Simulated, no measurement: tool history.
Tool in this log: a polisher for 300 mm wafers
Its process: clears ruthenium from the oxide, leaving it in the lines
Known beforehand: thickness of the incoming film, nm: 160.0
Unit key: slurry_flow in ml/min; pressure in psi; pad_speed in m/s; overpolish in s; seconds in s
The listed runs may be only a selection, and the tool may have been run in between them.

run 1 hour=0 | slurry_flow=175 pressure=1.7 pad_speed=1.04 overpolish=6 | seconds=182.49
run 2 hour=1.1 | slurry_flow=155 pressure=1.7 pad_speed=1.04 overpolish=6 | seconds=177.26
run 3 hour=9.3 | slurry_flow=155 pressure=1.8 pad_speed=1.04 overpolish=6 | seconds=170.01
run 4 hour=15.6 | slurry_flow=155 pressure=1.9 pad_speed=1.04 overpolish=6 | seconds=161.06
run 5 hour=19.8 | slurry_flow=155 pressure=1.9 pad_speed=0.84 overpolish=6 | seconds=199.85
run 6 hour=25.8 | slurry_flow=155 pressure=1.9 pad_speed=0.84 overpolish=6 | seconds=204.28
run 7 hour=33.6 | slurry_flow=155 pressure=2 pad_speed=0.86 overpolish=6 | seconds=177.48
run 8 hour=41.5 | slurry_flow=155 pressure=2.1 pad_speed=0.86 overpolish=6 | seconds=173.09
run 9 hour=46.7 | slurry_flow=155 pressure=2.2 pad_speed=0.88 overpolish=6 | seconds=155.64
run 10 hour=51.7 | slurry_flow=155 pressure=2.5 pad_speed=0.9 overpolish=6 | seconds=142.21
run 11 hour=55.6 | slurry_flow=155 pressure=2.5 pad_speed=0.92 overpolish=6 | seconds=137.22
run 12 hour=56.8 | slurry_flow=155 pressure=2.5 pad_speed=0.94 overpolish=6 | seconds=134.32

The next listed run, before its measurement:
-- hour=64 worn pad replaced by a new one
run 13 hour=64 | slurry_flow=155 pressure=2.5 pad_speed=0.96 overpolish=6 | seconds=?

seconds: 121.95 s
